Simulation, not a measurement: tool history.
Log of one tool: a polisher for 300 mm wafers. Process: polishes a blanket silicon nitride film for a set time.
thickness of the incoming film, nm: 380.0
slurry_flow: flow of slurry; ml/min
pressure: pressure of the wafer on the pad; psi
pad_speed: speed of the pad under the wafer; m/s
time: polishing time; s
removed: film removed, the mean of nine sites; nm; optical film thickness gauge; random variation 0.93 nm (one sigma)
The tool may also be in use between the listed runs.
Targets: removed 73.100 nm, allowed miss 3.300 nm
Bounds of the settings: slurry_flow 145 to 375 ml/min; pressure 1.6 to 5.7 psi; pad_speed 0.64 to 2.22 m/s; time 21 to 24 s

Run 1, hour 0.0: slurry_flow 240 ml/min, pressure 3.6 psi, pad_speed 1.42 m/s, time 24 s. Result: removed 50.935 nm.
Run 2, hour 0.7: slurry_flow 210 ml/min, pressure 3.6 psi, pad_speed 1.42 m/s, time 24 s. Result: removed 50.475 nm.
Run 3, hour 7.0: slurry_flow 210 ml/min, pressure 3.2 psi, pad_speed 1.42 m/s, time 24 s. Result: removed 45.571 nm.
Run 4, hour 10.0: slurry_flow 210 ml/min, pressure 3.4 psi, pad_speed 1.42 m/s, time 24 s. Result: removed 47.563 nm.
Run 5, hour 19.0: slurry_flow 210 ml/min, pressure 3.6 psi, pad_speed 1.42 m/s, time 24 s. Result: removed 50.918 nm.
Run 6, hour 26.3: slurry_flow 210 ml/min, pressure 3.6 psi, pad_speed 1.72 m/s, time 24 s. Result: removed 57.300 nm.
Run 7, hour 30.1: slurry_flow 210 ml/min, pressure 3.7 psi, pad_speed 1.72 m/s, time 24 s. Result: removed 59.275 nm.
Run 8, hour 36.8: slurry_flow 210 ml/min, pressure 3.8 psi, pad_speed 1.72 m/s, time 24 s. Result: removed 60.390 nm.
Run 9, hour 45.5: slurry_flow 210 ml/min, pressure 3.9 psi, pad_speed 1.72 m/s, time 24 s. Result: removed 61.366 nm.
Run 10, hour 51.6: slurry_flow 210 ml/min, pressure 4.0 psi, pad_speed 1.72 m/s, time 24 s. Result: removed 62.866 nm.
Run 11, hour 58.2: slurry_flow 210 ml/min, pressure 4.1 psi, pad_speed 1.72 m/s, time 24 s. Result: removed 65.107 nm.

4 next moves are on the table. One of them brings every result within its allowed miss. Which?
Run A, hour 64.8: slurry_flow 185 ml/min, pressure 4.9 psi, pad_speed 2.18 m/s, time 22 s. Result: removed ?.
Run B, hour 64.8: slurry_flow 240 ml/min, pressure 4.6 psi, pad_speed 2.08 m/s, time 21 s. Result: removed ?.
Run C, hour 64.8: slurry_flow 200 ml/min, pressure 4.6 psi, pad_speed 2.00 m/s, time 24 s. Result: removed ?.
Run D, hour 64.8: slurry_flow 210 ml/min, pressure 4.7 psi, pad_speed 1.90 m/s, time 24 s. Result: removed ?.

move  removed
   A   83.822
   B   75.473
   C   81.827
   D   81.151
A: takes the result that was furthest off past its target
B: meets every target
C: takes the result that was furthest off past its target
D: takes the result that was furthest off past its target
Answer: B
